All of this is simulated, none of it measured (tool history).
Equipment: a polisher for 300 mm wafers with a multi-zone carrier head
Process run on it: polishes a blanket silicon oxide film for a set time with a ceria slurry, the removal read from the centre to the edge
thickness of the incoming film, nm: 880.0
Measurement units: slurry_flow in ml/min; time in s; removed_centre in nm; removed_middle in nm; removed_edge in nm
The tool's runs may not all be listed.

run  hour  slurry_flow  centre_zone  middle_zone  edge_zone  time  removed_centre  removed_middle  removed_edge
  1   0.0          300         1.00         1.00       1.00    55          321.58          318.17        301.97
  2   6.9          300         1.00         1.00       1.00    67          395.91          389.21        369.09
  3   9.5          290         0.96         0.98       0.98    61          337.96          349.36        325.43
  4  16.3          290         0.96         0.92       0.98    61          349.63          334.53        331.93
  5  18.2          280         0.93         0.91       0.98    56          306.58          310.83        309.80
  6  26.5          280         0.93         0.91       0.98    51          281.87          279.63        269.56

What will run 7 give?
  7  35.2          270         0.90         0.90       1.00    48               ?               ?             ?

removed_centre: 253.87 nm
removed_middle: 256.83 nm
removed_edge: 262.17 nm
